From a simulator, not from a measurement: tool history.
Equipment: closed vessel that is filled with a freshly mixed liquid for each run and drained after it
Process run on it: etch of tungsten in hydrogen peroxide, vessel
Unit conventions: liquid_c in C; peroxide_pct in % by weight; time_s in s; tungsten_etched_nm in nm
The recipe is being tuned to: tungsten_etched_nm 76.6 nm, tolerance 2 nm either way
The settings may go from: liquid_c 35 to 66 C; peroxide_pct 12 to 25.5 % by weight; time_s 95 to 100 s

Run 1, day 0: liquid_c 51 C, peroxide_pct 17.5 % by weight, time_s 95 s. Result: tungsten_etched_nm 166.44 nm.
Run 2, day 0.383: liquid_c 51 C, peroxide_pct 16 % by weight, time_s 95 s. Result: tungsten_etched_nm 157.87 nm.
Run 3, day 0.658: liquid_c 47.5 C, peroxide_pct 16 % by weight, time_s 95 s. Result: tungsten_etched_nm 128.19 nm.
Run 4, day 0.888: liquid_c 42.5 C, peroxide_pct 16 % by weight, time_s 95 s. Result: tungsten_etched_nm 94.638 nm.
Run 5, day 1.046: liquid_c 41.5 C, peroxide_pct 16 % by weight, time_s 95 s. Result: tungsten_etched_nm 88.028 nm.
Run 6, day 1.179: liquid_c 41 C, peroxide_pct 16 % by weight, time_s 95 s. Result: tungsten_etched_nm 85.883 nm.
Run 7, day 1.296: liquid_c 40.5 C, peroxide_pct 16 % by weight, time_s 95 s. Result: tungsten_etched_nm 82.532 nm.
Run 8, day 1.529: liquid_c 40 C, peroxide_pct 16 % by weight, time_s 95 s. Result: tungsten_etched_nm 80.019 nm.

Pick the move, out of 4, that brings all results within their allowed miss; only one does.
Run A, day 1.762: liquid_c 39.5 C, peroxide_pct 17.5 % by weight, time_s 95 s. Result: tungsten_etched_nm ?.
Run B, day 1.762: liquid_c 41 C, peroxide_pct 15.5 % by weight, time_s 95 s. Result: tungsten_etched_nm ?.
Run C, day 1.762: liquid_c 39.5 C, peroxide_pct 14.5 % by weight, time_s 100 s. Result: tungsten_etched_nm ?.
Run D, day 1.762: liquid_c 41.5 C, peroxide_pct 12.5 % by weight, time_s 100 s. Result: tungsten_etched_nm ?.

move  tungsten_etched_nm
   A               80.35
   B              83.361
   C              76.988
   D              81.385
A: misses by more than the last run did
B: misses by more than the last run did
C: all results in spec
D: misses by more than the last run did
Answer: C

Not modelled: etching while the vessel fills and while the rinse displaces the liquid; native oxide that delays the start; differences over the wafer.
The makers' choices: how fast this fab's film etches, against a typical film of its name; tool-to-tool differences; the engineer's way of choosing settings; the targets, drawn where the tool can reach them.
